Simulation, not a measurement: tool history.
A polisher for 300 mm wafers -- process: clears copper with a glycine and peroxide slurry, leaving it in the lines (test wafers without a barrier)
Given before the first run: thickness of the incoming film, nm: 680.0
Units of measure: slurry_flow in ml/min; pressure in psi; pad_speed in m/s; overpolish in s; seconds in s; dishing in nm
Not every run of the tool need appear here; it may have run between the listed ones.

| run | hour | slurry_flow | pressure | pad_speed | overpolish | seconds | dishing |
|---|---|---|---|---|---|---|---|
| 1 | 0 | 265 | 2.6 | 1.16 | 26 | 110.65 | 81.221 |
| 2 | 3.9 | 300 | 2.6 | 1.16 | 26 | 112.63 | 82.336 |
| 3 | 10.1 | 300 | 2.6 | 1.16 | 20 | 110.93 | 69.65 |
| 4 | 15 | 300 | 2.6 | 1.44 | 20 | 92.835 | 77.667 |
| 5 | 16.4 | 300 | 2.2 | 1.34 | 20 | 112.65 | 67.588 |
| 6 | 20.8 | 300 | 1.9 | 1.26 | 21 | 130.84 | 64.1 |
| 7 | 23.7 | 300 | 1.7 | 1.2 | 21 | 146.88 | 57.619 |
| 8 | 24.8 | 300 | 1.6 | 1.18 | 22 | 157.24 | 56.901 |
| 9 | 33.4 | 300 | 1.5 | 1.18 | 22 | 162.42 | 56.739 |

Run 10 has not been measured yet. What should we expect?
| 10 | 37.1 | 300 | 1.4 | 1.18 | 22 | ? | ? |

seconds: 168.43 s
dishing: 53.343 nm

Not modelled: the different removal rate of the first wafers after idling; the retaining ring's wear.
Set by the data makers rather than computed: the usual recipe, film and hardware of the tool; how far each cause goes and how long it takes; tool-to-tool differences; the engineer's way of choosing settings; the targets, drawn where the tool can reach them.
